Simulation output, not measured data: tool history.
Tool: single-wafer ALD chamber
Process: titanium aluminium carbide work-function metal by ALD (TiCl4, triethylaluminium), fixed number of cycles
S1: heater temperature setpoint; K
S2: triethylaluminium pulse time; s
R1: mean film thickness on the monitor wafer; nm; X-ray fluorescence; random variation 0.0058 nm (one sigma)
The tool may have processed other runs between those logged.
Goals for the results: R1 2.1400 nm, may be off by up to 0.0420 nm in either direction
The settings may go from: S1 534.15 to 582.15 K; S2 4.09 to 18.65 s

Run 1, hour 0.0: S1 558.15 K, S2 11.37 s. Result: R1 1.8898 nm.
Run 2, hour 4.0: S1 558.15 K, S2 8.57 s. Result: R1 1.8259 nm.
Run 3, hour 8.2: S1 564.15 K, S2 9.82 s. Result: R1 1.9105 nm.
Run 4, hour 16.3: S1 564.15 K, S2 8.27 s. Result: R1 1.8668 nm.
Run 5, hour 21.5: S1 555.15 K, S2 8.27 s. Result: R1 1.7883 nm.
At hour 28.6: triethylaluminium bottle replaced.
Run 6, hour 28.6: S1 562.15 K, S2 9.46 s. Result: R1 1.9269 nm.
Run 7, hour 36.8: S1 574.15 K, S2 10.45 s. Result: R1 2.0706 nm.
Run 8, hour 39.6: S1 575.15 K, S2 10.54 s. Result: R1 2.0716 nm.
Run 9, hour 42.5: S1 576.15 K, S2 10.65 s. Result: R1 2.0881 nm.

Consider the 5 candidate settings below. Which is the only one whose results all fall within their allowed miss of target?
Run A, hour 45.4: S1 573.15 K, S2 9.80 s. Result: R1 ?.
Run B, hour 45.4: S1 572.15 K, S2 8.96 s. Result: R1 ?.
Run C, hour 45.4: S1 581.15 K, S2 10.97 s. Result: R1 ?.
Run D, hour 45.4: S1 571.15 K, S2 10.19 s. Result: R1 ?.
Run E, hour 45.4: S1 572.15 K, S2 9.30 s. Result: R1 ?.

move      R1
   A  2.0415
   B  2.0136
   C  2.1416
   D  2.0283
   E  2.0213
A: lands further from the targets than the last run did
B: lands further from the targets than the last run did
C: meets every target
D: lands further from the targets than the last run did
E: lands further from the targets than the last run did
Correct choice: C, which meets every target
